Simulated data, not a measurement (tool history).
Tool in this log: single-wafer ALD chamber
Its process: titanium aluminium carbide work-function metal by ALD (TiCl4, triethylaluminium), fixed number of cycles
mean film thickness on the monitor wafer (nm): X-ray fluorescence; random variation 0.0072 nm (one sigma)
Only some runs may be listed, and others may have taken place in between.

run	hour	heater temperature setpoint (deg C)	triethylaluminium pulse time (s)	mean film thickness on the monitor wafer (nm)
1	0	285	8.61	1.9847
2	5.7	283	8.12	1.9399
3	8.8	281	7.75	1.9008
4	13.6	279	7.47	1.8646
5	16.4	278	7.26	1.8393
6	25.4	278	8.76	1.918
7	34.3	276	8.44	1.8758
8	42.1	275	8.19	1.869
9	50.8	274	7.88	1.8449
10	58.8	273	7.59	1.8247
11	62.6	273	7.59	1.8231

What will run 12 give?
12	69.7	272	7.33	?

{"run 12": {"mean film thickness on the monitor wafer (nm)": 1.8039}}
